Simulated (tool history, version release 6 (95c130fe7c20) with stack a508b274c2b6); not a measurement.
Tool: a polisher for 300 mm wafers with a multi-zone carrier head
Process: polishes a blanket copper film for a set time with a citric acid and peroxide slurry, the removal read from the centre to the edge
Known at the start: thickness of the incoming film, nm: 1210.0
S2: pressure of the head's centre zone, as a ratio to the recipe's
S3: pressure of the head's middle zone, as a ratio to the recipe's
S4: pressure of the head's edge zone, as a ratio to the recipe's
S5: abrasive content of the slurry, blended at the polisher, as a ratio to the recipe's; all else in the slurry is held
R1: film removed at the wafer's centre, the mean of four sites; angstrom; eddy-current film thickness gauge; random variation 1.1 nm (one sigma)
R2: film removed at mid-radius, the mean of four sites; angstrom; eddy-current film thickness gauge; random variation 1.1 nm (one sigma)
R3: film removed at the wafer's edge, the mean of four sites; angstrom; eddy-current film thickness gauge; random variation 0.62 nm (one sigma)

{"run": 1, "day": 0.0, "flow of slurry (ml/min)": 140, "S2": 1, "S3": 1, "S4": 1, "S5": 1, "polishing time (s)": 31, "R1": 977.05, "R2": 889.55, "R3": 860.66}
{"run": 2, "day": 0.058, "flow of slurry (ml/min)": 140, "S2": 1, "S3": 1, "S4": 1, "S5": 1.1, "polishing time (s)": 31, "R1": 978.07, "R2": 883.32, "R3": 873.91}
{"run": 3, "day": 0.171, "flow of slurry (ml/min)": 155, "S2": 0.95, "S3": 1.04, "S4": 1.04, "S5": 1.1, "polishing time (s)": 31, "R1": 984.48, "R2": 938.94, "R3": 905.03}
{"run": 4, "day": 0.296, "flow of slurry (ml/min)": 155, "S2": 0.95, "S3": 1.04, "S4": 1.08, "S5": 1.1, "polishing time (s)": 31, "R1": 959.58, "R2": 916.68, "R3": 906.06}
{"run": 5, "day": 0.442, "flow of slurry (ml/min)": 120, "S2": 0.95, "S3": 1.04, "S4": 1.08, "S5": 1.1, "polishing time (s)": 31, "R1": 901.91, "R2": 887.23, "R3": 877.24}
{"run": 6, "day": 0.488, "flow of slurry (ml/min)": 120, "S2": 0.91, "S3": 1.08, "S4": 1.1, "S5": 1.2, "polishing time (s)": 31, "R1": 874.2, "R2": 937.87, "R3": 892.28}
{"run": 7, "day": 0.733, "flow of slurry (ml/min)": 125, "S2": 0.89, "S3": 1.1, "S4": 1.12, "S5": 1.25, "polishing time (s)": 31, "R1": 859.4, "R2": 972.69, "R3": 916.36}

Forecast run 8:
{"run": 8, "day": 0.983, "flow of slurry (ml/min)": 135, "S2": 0.88, "S3": 1.11, "S4": 1.14, "S5": 1.25, "polishing time (s)": 31, "R1": "?", "R2": "?", "R3": "?"}

Run 8 gave R1 887.38 angstrom, R2 983.48 angstrom, R3 935.76 angstrom.

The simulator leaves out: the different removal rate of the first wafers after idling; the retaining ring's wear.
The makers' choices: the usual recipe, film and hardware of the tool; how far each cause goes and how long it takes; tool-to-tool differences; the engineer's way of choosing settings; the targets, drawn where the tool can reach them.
